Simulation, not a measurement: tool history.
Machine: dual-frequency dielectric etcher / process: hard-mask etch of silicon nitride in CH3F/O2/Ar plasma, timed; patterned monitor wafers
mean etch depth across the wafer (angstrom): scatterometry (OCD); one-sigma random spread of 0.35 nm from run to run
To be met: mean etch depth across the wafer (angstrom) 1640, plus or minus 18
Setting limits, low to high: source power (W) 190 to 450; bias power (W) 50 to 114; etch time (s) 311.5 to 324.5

run	hour	source power (W)	bias power (W)	etch time (s)	mean etch depth across the wafer (angstrom)
1	0	320	82	311.5	2068.2
2	2.7	310	80	311.5	2017
3	11.8	300	79	311.5	1979.6
4	18.2	290	78	311.5	1938.9
5	21.4	280	77	311.5	1900.7
6	23.9	280	77	324.5	1989.1
7	27.2	270	76	324.5	1939.7
8	31.4	260	75	324.5	1890.6
9	35.6	250	75	324.5	1864
10	39.3	190	60	323.5	1450.3
11	44.8	200	60	323.5	1481.3
12	48.1	210	60	323.5	1515
13	51	230	60	323.5	1568.1
14	58.1	240	60	323.5	1587.9
15	60	250	60	323.5	1617.8

Next run, 4 choices. One meets every target within its allowed miss, the rest don't. Which?
A	61.9	310	56	323	?
B	61.9	240	66	318	?
C	61.9	250	63	316	?
D	61.9	240	64	311.5	?

move	mean etch depth across the wafer (angstrom)
A	1684.8
B	1671.1
C	1637.4
D	1605
A: the result that was furthest off in the last run now lies on the other side of its target
B: the result that was furthest off in the last run now lies on the other side of its target
C: all results land within tolerance of their targets
D: lands further from the targets than the last run did
Move C is the one to make.
